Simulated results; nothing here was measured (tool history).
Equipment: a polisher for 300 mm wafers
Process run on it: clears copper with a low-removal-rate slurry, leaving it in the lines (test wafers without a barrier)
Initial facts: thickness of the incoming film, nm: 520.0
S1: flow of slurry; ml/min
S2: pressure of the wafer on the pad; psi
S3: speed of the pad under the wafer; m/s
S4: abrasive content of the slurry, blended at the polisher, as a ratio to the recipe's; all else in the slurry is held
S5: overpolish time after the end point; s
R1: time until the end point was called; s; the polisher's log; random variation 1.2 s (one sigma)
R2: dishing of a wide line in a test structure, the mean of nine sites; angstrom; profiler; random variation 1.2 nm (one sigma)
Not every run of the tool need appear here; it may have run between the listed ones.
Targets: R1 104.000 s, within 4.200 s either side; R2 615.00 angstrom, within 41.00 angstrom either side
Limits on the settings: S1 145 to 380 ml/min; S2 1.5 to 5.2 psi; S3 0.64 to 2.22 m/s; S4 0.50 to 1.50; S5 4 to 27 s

Run 1, day 0.000: S1 245 ml/min, S2 3.3 psi, S3 1.42 m/s, S4 1.00, S5 14 s. Result: R1 117.140 s, R2 435.22 angstrom.
Run 2, day 0.200: S1 245 ml/min, S2 3.3 psi, S3 1.42 m/s, S4 1.00, S5 9 s. Result: R1 116.230 s, R2 311.23 angstrom.
Run 3, day 0.271: S1 245 ml/min, S2 3.4 psi, S3 1.42 m/s, S4 1.00, S5 11 s. Result: R1 113.680 s, R2 380.34 angstrom.
Run 4, day 0.404: S1 245 ml/min, S2 3.4 psi, S3 1.22 m/s, S4 1.00, S5 11 s. Result: R1 130.730 s, R2 332.69 angstrom.
Run 5, day 0.500: S1 245 ml/min, S2 3.9 psi, S3 1.22 m/s, S4 1.00, S5 11 s. Result: R1 115.860 s, R2 373.53 angstrom.
Run 6, day 0.850: S1 245 ml/min, S2 4.5 psi, S3 1.22 m/s, S4 1.00, S5 11 s. Result: R1 101.820 s, R2 413.76 angstrom.
Run 7, day 1.108: S1 245 ml/min, S2 4.5 psi, S3 1.22 m/s, S4 1.00, S5 12 s. Result: R1 100.110 s, R2 441.24 angstrom.
Run 8, day 1.133: S1 245 ml/min, S2 4.5 psi, S3 1.22 m/s, S4 1.00, S5 13 s. Result: R1 101.910 s, R2 481.21 angstrom.
Run 9, day 1.442: S1 245 ml/min, S2 4.5 psi, S3 1.22 m/s, S4 1.00, S5 14 s. Result: R1 101.300 s, R2 488.48 angstrom.
Run 10, day 1.533: S1 245 ml/min, S2 4.5 psi, S3 1.22 m/s, S4 1.00, S5 15 s. Result: R1 102.500 s, R2 513.44 angstrom.
Run 11, day 1.717: S1 245 ml/min, S2 4.5 psi, S3 1.22 m/s, S4 1.00, S5 16 s. Result: R1 100.560 s, R2 541.96 angstrom.

Which one of the following 5 next-run settings gets every result inside its allowed miss? There is exactly one.
Run A, day 1.900: S1 200 ml/min, S2 5.2 psi, S3 1.14 m/s, S4 0.90, S5 14 s. Result: R1 ?, R2 ?.
Run B, day 1.900: S1 220 ml/min, S2 4.4 psi, S3 1.10 m/s, S4 1.05, S5 24 s. Result: R1 ?, R2 ?.
Run C, day 1.900: S1 250 ml/min, S2 4.1 psi, S3 1.28 m/s, S4 0.90, S5 13 s. Result: R1 ?, R2 ?.
Run D, day 1.900: S1 250 ml/min, S2 4.4 psi, S3 1.30 m/s, S4 0.80, S5 19 s. Result: R1 ?, R2 ?.
Run E, day 1.900: S1 290 ml/min, S2 3.5 psi, S3 1.76 m/s, S4 0.85, S5 12 s. Result: R1 ?, R2 ?.

move       R1      R2
   A   99.455  524.53
   B  113.470  691.83
   C  108.100  457.58
   D  103.220  630.24
   E   92.581  479.74
A: the biggest miss grows against the last run
B: carries the result that was furthest off beyond its target, to the other side
C: the biggest miss grows against the last run
D: all results in spec
E: the biggest miss grows against the last run
D meets every target.

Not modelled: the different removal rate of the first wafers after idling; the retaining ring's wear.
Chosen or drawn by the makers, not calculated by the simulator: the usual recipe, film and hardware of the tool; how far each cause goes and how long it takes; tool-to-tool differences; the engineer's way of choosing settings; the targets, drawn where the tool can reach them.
